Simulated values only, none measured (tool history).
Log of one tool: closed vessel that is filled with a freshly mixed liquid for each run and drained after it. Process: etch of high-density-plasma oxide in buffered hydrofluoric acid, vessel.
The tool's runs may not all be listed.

run,hour,temperature setpoint of the liquid (K),parts of 40 % ammonium fluoride to one part of 49 % hydrofluoric acid (parts by volume),time in the liquid (s),thickness taken off the high-density-plasma oxide on a monitor wafer (nm)
1,0.0,296.15,11.0,85,174.06
2,5.9,298.15,9.5,85,220.32
3,8.4,299.65,8.5,85,260.38
4,14.1,299.65,8.5,85,259.94
5,20.3,299.65,10.5,85,215.18
6,23.5,299.65,10.5,95,243.53
7,30.0,300.65,9.5,95,278.06
# hour 37.8: thermometer replaced
8,37.8,301.65,9.0,95,279.89
9,39.2,302.15,8.0,95,325.51
10,43.9,302.65,7.5,95,360.05
11,45.7,303.15,7.5,95,365.58

Forecast run 12:
12,48.4,303.65,7.5,95,?

Run 12 gave thickness taken off the high-density-plasma oxide on a monitor wafer (nm) 377.93.
